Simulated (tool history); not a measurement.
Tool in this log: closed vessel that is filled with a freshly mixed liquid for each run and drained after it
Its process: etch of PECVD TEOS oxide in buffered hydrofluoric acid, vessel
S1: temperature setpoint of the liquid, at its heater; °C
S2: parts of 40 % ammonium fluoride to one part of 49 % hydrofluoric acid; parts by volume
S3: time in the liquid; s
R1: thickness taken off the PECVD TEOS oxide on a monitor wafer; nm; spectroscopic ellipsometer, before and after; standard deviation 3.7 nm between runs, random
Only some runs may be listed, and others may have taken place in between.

{"run": 1, "hour": 0.0, "S1": 21, "S2": 8.5, "S3": 90, "R1": 259.42}
{"run": 2, "hour": 7.3, "S1": 23, "S2": 8, "S3": 90, "R1": 307.99}
{"run": 3, "hour": 10.1, "S1": 23, "S2": 9.5, "S3": 90, "R1": 260.99}
{"run": 4, "hour": 12.4, "S1": 24.5, "S2": 9, "S3": 90, "R1": 291.28}
{"run": 5, "hour": 18.9, "S1": 24.5, "S2": 9, "S3": 95, "R1": 308.73}
{"run": 6, "hour": 20.5, "S1": 24.5, "S2": 11, "S3": 95, "R1": 266.22}
{"run": 7, "hour": 28.8, "S1": 25.5, "S2": 10, "S3": 95, "R1": 306.05}
{"run": 8, "hour": 35.8, "S1": 26.5, "S2": 9, "S3": 95, "R1": 345.92}
{"run": 9, "hour": 44.4, "S1": 27, "S2": 8.5, "S3": 95, "R1": 379.35}
{"run": 10, "hour": 46.4, "S1": 27.5, "S2": 8, "S3": 95, "R1": 416.75}
{"run": 11, "hour": 47.6, "S1": 28, "S2": 8, "S3": 95, "R1": 424.21}

The next listed run, before its measurement:
{"run": 12, "hour": 54.5, "S1": 28.5, "S2": 8, "S3": 95, "R1": "?"}

Run 12 yielded R1 432.55 nm.

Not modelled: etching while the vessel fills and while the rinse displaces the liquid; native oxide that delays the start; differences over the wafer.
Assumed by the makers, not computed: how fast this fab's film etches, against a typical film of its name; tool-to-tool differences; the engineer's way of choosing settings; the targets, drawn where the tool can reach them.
